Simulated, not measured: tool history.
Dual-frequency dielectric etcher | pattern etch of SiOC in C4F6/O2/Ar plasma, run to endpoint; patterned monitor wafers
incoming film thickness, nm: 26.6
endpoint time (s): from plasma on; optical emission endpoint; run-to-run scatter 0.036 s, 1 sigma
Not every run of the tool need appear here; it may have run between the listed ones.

run    day  bias power (kW)  source power (kW)  endpoint time (s)
  1  0.000            0.438              0.420             9.2215
  2  0.254            0.467              0.430             8.9365
  3  0.450            0.495              0.430             8.6975
  4  0.771            0.495              0.400             8.9202
  5  1.112            0.495              0.330             9.3435
  6  1.404            0.521              0.350             9.0910

Predict the results of run 7:
  7  1.429            0.542              0.370                  ?

{"run 7": {"endpoint time (s)": 8.775}}

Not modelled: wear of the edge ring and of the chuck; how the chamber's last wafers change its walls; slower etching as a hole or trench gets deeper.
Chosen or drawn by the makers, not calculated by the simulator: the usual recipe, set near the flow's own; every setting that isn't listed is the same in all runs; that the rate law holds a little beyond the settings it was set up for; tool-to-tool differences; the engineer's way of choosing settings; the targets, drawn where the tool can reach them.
